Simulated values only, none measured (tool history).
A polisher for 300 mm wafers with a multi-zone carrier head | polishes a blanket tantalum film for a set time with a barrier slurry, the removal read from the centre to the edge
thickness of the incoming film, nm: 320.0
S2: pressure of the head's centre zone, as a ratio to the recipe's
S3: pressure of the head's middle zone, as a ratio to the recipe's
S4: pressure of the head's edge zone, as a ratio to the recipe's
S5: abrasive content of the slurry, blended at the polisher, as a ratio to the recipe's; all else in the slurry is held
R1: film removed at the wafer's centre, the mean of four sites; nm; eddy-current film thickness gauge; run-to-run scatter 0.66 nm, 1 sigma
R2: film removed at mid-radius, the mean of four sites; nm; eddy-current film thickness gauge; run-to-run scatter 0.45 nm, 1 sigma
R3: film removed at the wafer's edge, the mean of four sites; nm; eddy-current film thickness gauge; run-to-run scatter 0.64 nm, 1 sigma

Run 1, hour 0: flow of slurry (ml/min) 205, S2 1, S3 1, S4 1, S5 1, polishing time (s) 72. Result: R1 56.271 nm, R2 55.605 nm, R3 54.624 nm.
Run 2, hour 6.5: flow of slurry (ml/min) 205, S2 1, S3 1, S4 1, S5 1, polishing time (s) 64. Result: R1 49.307 nm, R2 50.119 nm, R3 48.122 nm.
Run 3, hour 15.2: flow of slurry (ml/min) 215, S2 1.03, S3 1.03, S4 1.05, S5 1.15, polishing time (s) 67. Result: R1 55.928 nm, R2 55.261 nm, R3 53.074 nm.
Run 4, hour 22.5: flow of slurry (ml/min) 215, S2 1.03, S3 0.95, S4 1.05, S5 1.15, polishing time (s) 67. Result: R1 54.647 nm, R2 51.514 nm, R3 54.29 nm.
Run 5, hour 27.6: flow of slurry (ml/min) 215, S2 1.03, S3 0.95, S4 1.05, S5 1.35, polishing time (s) 67. Result: R1 58.213 nm, R2 54.166 nm, R3 54.749 nm.
Run 6, hour 31: flow of slurry (ml/min) 215, S2 1.09, S3 0.95, S4 1.05, S5 1.35, polishing time (s) 67. Result: R1 60.459 nm, R2 53.435 nm, R3 55.298 nm.
Run 7, hour 35.4: flow of slurry (ml/min) 215, S2 1.09, S3 0.95, S4 1.05, S5 1.35, polishing time (s) 67. Result: R1 60.196 nm, R2 53.78 nm, R3 54.648 nm.
Run 8, hour 43.8: flow of slurry (ml/min) 230, S2 1.08, S3 0.99, S4 1.09, S5 1.4, polishing time (s) 70. Result: R1 63.932 nm, R2 58.736 nm, R3 58.882 nm.
Run 9, hour 47.1: flow of slurry (ml/min) 235, S2 1.07, S3 1.02, S4 1.11, S5 1.45, polishing time (s) 73. Result: R1 66.854 nm, R2 63.882 nm, R3 63.169 nm.

For run 10, what comes out?
Run 10, hour 55.9: flow of slurry (ml/min) 235, S2 1.07, S3 1.02, S4 1.11, S5 1.45, polishing time (s) 73. Result: R1 ?, R2 ?, R3 ?.

{"run 10": {"R1": 66.986, "R2": 63.47, "R3": 64.077}}
